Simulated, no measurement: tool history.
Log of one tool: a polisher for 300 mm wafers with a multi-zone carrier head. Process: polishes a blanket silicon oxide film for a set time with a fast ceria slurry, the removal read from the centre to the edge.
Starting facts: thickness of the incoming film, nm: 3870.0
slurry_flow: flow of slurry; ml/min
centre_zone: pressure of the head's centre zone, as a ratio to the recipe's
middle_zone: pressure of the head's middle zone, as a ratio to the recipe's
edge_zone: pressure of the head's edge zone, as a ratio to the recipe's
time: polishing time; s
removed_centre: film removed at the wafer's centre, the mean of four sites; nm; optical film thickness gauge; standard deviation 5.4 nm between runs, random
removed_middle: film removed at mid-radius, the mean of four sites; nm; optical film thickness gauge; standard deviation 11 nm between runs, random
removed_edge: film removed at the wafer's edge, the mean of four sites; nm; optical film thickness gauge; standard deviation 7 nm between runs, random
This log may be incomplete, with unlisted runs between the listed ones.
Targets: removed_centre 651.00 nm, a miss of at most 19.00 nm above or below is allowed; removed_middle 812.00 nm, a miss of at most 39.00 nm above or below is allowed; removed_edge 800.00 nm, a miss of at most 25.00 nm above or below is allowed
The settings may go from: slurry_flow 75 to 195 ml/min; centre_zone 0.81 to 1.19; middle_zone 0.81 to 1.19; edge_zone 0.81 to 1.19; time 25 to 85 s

{"run": 1, "hour": 0.0, "slurry_flow": 125, "centre_zone": 1.0, "middle_zone": 1.0, "edge_zone": 1.0, "time": 55, "removed_centre": 1082.8, "removed_middle": 1056.6, "removed_edge": 1064.3}
{"run": 2, "hour": 8.1, "slurry_flow": 115, "centre_zone": 0.96, "middle_zone": 1.01, "edge_zone": 0.99, "time": 53, "removed_centre": 963.54, "removed_middle": 1017.3, "removed_edge": 1013.3}
{"run": 3, "hour": 15.5, "slurry_flow": 100, "centre_zone": 0.96, "middle_zone": 1.01, "edge_zone": 0.99, "time": 53, "removed_centre": 930.19, "removed_middle": 996.81, "removed_edge": 992.14}
{"run": 4, "hour": 20.0, "slurry_flow": 100, "centre_zone": 0.96, "middle_zone": 1.01, "edge_zone": 0.95, "time": 53, "removed_centre": 941.76, "removed_middle": 1012.3, "removed_edge": 976.63}
{"run": 5, "hour": 22.5, "slurry_flow": 95, "centre_zone": 0.93, "middle_zone": 1.0, "edge_zone": 0.94, "time": 51, "removed_centre": 866.71, "removed_middle": 922.24, "removed_edge": 924.09}
{"run": 6, "hour": 26.9, "slurry_flow": 95, "centre_zone": 0.93, "middle_zone": 1.0, "edge_zone": 0.94, "time": 45, "removed_centre": 767.98, "removed_middle": 798.59, "removed_edge": 821.15}
{"run": 7, "hour": 35.7, "slurry_flow": 90, "centre_zone": 0.91, "middle_zone": 1.01, "edge_zone": 0.94, "time": 45, "removed_centre": 714.98, "removed_middle": 815.01, "removed_edge": 802.76}
{"run": 8, "hour": 43.9, "slurry_flow": 85, "centre_zone": 0.9, "middle_zone": 1.01, "edge_zone": 0.95, "time": 45, "removed_centre": 722.89, "removed_middle": 800.26, "removed_edge": 797.5}
{"run": 9, "hour": 44.8, "slurry_flow": 85, "centre_zone": 0.88, "middle_zone": 1.02, "edge_zone": 0.97, "time": 45, "removed_centre": 694.12, "removed_middle": 795.65, "removed_edge": 798.24}

Which one of the following 5 next-run settings gets every result inside its allowed miss? There is exactly one.
{"run": "A", "hour": 45.7, "slurry_flow": 90, "centre_zone": 0.96, "middle_zone": 0.97, "edge_zone": 0.96, "time": 44, "removed_centre": "?", "removed_middle": "?", "removed_edge": "?"}
{"run": "B", "hour": 45.7, "slurry_flow": 90, "centre_zone": 0.85, "middle_zone": 1.08, "edge_zone": 1.01, "time": 43, "removed_centre": "?", "removed_middle": "?", "removed_edge": "?"}
{"run": "C", "hour": 45.7, "slurry_flow": 80, "centre_zone": 0.95, "middle_zone": 0.88, "edge_zone": 1.01, "time": 45, "removed_centre": "?", "removed_middle": "?", "removed_edge": "?"}
{"run": "D", "hour": 45.7, "slurry_flow": 90, "centre_zone": 0.91, "middle_zone": 0.98, "edge_zone": 1.09, "time": 41, "removed_centre": "?", "removed_middle": "?", "removed_edge": "?"}
{"run": "E", "hour": 45.7, "slurry_flow": 100, "centre_zone": 0.92, "middle_zone": 1.01, "edge_zone": 1.01, "time": 44, "removed_centre": "?", "removed_middle": "?", "removed_edge": "?"}

move=A removed_centre=746.46 removed_middle=762.76 removed_edge=799.45
move=B removed_centre=645.64 removed_middle=802.30 removed_edge=799.61
move=C removed_centre=727.60 removed_middle=708.89 removed_edge=821.19
move=D removed_centre=659.09 removed_middle=715.70 removed_edge=792.54
move=E removed_centre=737.40 removed_middle=804.78 removed_edge=833.45
A: the biggest miss grows against the last run
B: all results in spec
C: the biggest miss grows against the last run
D: brings the result that was furthest off to its target, and leaves another outside
E: the biggest miss grows against the last run
Go with B: it meets all targets.
